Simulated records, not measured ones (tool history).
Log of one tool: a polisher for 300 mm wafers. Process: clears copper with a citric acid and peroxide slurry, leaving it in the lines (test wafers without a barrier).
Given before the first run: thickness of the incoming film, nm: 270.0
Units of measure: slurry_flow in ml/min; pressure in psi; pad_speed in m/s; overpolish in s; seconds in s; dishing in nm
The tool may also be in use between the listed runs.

| run | day | slurry_flow | pressure | pad_speed | slurry_solids | overpolish | seconds | dishing |
|---|---|---|---|---|---|---|---|---|
| 1 | 0.000 | 265 | 3.7 | 1.02 | 1.0 | 24 | 82.738 | 36.928 |
| 2 | 0.196 | 265 | 3.7 | 1.02 | 1.0 | 15 | 83.181 | 27.007 |
| 3 | 0.392 | 265 | 4.2 | 1.02 | 1.0 | 15 | 72.385 | 29.868 |
| 4 | 0.446 | 265 | 4.2 | 1.02 | 1.0 | 16 | 72.366 | 30.792 |
|  | 0.625 | slurry blender recalibrated |
| 5 | 0.625 | 265 | 4.2 | 1.02 | 1.0 | 17 | 69.978 | 32.869 |
| 6 | 0.925 | 265 | 4.2 | 1.02 | 1.0 | 18 | 70.386 | 36.208 |

Run 7 comes next. What will it give?
| 7 | 1.175 | 270 | 4.3 | 1.02 | 1.0 | 18 | ? | ? |

seconds: 69.003 s
dishing: 36.737 nm
